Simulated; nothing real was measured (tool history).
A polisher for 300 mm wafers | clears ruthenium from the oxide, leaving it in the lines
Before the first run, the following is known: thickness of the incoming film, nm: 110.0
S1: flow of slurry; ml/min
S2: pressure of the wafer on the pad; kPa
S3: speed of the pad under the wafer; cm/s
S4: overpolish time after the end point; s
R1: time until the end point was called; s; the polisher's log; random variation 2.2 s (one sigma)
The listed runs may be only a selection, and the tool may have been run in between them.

run,day,S1,S2,S3,S4,R1
1,0,290,12.4,86,8,116.76
2,0.308,290,11.7,86,8,121.14
3,0.5,290,11,86,8,128.8
4,0.808,290,11,102,8,109.41
5,1.096,290,10.3,102,8,116.43
6,1.133,290,9.7,102,8,121.31
7,1.212,290,9,102,8,133.01

Forecast run 8:
8,1.583,290,8.3,102,8,?

{"run 8": {"R1": 144.62}}
